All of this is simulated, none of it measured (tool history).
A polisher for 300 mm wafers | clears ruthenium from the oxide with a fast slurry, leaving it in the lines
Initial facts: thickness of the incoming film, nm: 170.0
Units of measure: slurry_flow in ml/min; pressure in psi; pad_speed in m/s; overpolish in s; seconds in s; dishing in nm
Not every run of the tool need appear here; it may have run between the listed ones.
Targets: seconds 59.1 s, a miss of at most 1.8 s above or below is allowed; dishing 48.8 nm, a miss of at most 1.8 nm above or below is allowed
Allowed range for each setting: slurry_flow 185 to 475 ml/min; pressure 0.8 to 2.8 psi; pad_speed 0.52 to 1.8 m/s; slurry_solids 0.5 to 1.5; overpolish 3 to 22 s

run 1 day=0 | slurry_flow=305 pressure=1.8 pad_speed=1.16 slurry_solids=1 overpolish=11 | seconds=53.469 dishing=31.529
run 2 day=0.292 | slurry_flow=305 pressure=1.8 pad_speed=1.16 slurry_solids=1 overpolish=12 | seconds=53.523 dishing=33.385
run 3 day=0.562 | slurry_flow=305 pressure=1.8 pad_speed=1.16 slurry_solids=1 overpolish=16 | seconds=53.573 dishing=43.5
run 4 day=0.625 | slurry_flow=270 pressure=1.8 pad_speed=1.16 slurry_solids=1 overpolish=16 | seconds=54.789 dishing=43.16
run 5 day=0.842 | slurry_flow=270 pressure=1.8 pad_speed=0.94 slurry_solids=1 overpolish=16 | seconds=63.607 dishing=37.458
run 6 day=1.112 | slurry_flow=270 pressure=1.8 pad_speed=0.94 slurry_solids=1 overpolish=11 | seconds=65.211 dishing=26.514
run 7 day=1.233 | slurry_flow=270 pressure=1.8 pad_speed=0.94 slurry_solids=1 overpolish=11 | seconds=63.645 dishing=26.278
run 8 day=1.304 | slurry_flow=270 pressure=1.8 pad_speed=0.94 slurry_solids=1 overpolish=12 | seconds=64.7 dishing=28.266

Next run, 4 choices. One meets every target within its allowed miss, the rest don't. Which?
run A day=1.375 | slurry_flow=310 pressure=1.3 pad_speed=1.16 slurry_solids=1 overpolish=20 | seconds=? dishing=?
run B day=1.375 | slurry_flow=265 pressure=2.2 pad_speed=0.96 slurry_solids=0.9 overpolish=20 | seconds=? dishing=?
run C day=1.375 | slurry_flow=275 pressure=1.9 pad_speed=0.9 slurry_solids=1 overpolish=19 | seconds=? dishing=?
run D day=1.375 | slurry_flow=270 pressure=1.9 pad_speed=0.9 slurry_solids=1 overpolish=19 | seconds=? dishing=?

move=A seconds=63.19 dishing=45.12
move=B seconds=58.401 dishing=48.388
move=C seconds=63.063 dishing=43.174
move=D seconds=63.185 dishing=43.1
A: closer than the last run, but not yet in spec
B: all results land within tolerance of their targets
C: closer than the last run, but not yet in spec
D: closer than the last run, but not yet in spec
So the answer is move B, the one that meets all the targets.
